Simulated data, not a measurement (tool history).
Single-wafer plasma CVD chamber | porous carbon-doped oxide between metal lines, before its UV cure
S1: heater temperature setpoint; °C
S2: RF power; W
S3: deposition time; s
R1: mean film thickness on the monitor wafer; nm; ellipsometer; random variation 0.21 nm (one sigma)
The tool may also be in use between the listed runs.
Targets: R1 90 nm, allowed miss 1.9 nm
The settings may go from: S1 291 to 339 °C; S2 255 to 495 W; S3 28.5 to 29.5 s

run 1 day=0 | S1=315 S2=375 S3=28.5 | R1=116.52
run 2 day=0.204 | S1=320 S2=355 S3=28.5 | R1=107.48
run 3 day=0.404 | S1=320 S2=355 S3=29.5 | R1=110.75
run 4 day=0.475 | S1=324 S2=345 S3=29.5 | R1=105.55
run 5 day=0.646 | S1=327 S2=335 S3=29.5 | R1=100.82
run 6 day=0.971 | S1=327 S2=360 S3=29.5 | R1=108.11
run 7 day=1.008 | S1=330 S2=345 S3=29.5 | R1=102.25
run 8 day=1.121 | S1=338 S2=305 S3=29.3 | R1=85.8
run 9 day=1.458 | S1=336 S2=305 S3=29.3 | R1=86.589
run 10 day=1.512 | S1=335 S2=305 S3=29.3 | R1=86.941
run 11 day=1.55 | S1=334 S2=305 S3=29.3 | R1=87.827
run 12 day=1.575 | S1=333 S2=305 S3=29.3 | R1=87.622

4 next moves are on the table. One of them brings every result within its allowed miss. Which?
run A day=1.6 | S1=329 S2=290 S3=28.6 | R1=?
run B day=1.6 | S1=336 S2=315 S3=29.5 | R1=?
run C day=1.6 | S1=331 S2=295 S3=29.2 | R1=?
run D day=1.6 | S1=334 S2=300 S3=29.1 | R1=?

move=A R1=82.853
move=B R1=89.91
move=C R1=85.21
move=D R1=85.14
A: further off than the last run
B: meets every target
C: further off than the last run
D: further off than the last run
Move B is the one to make.
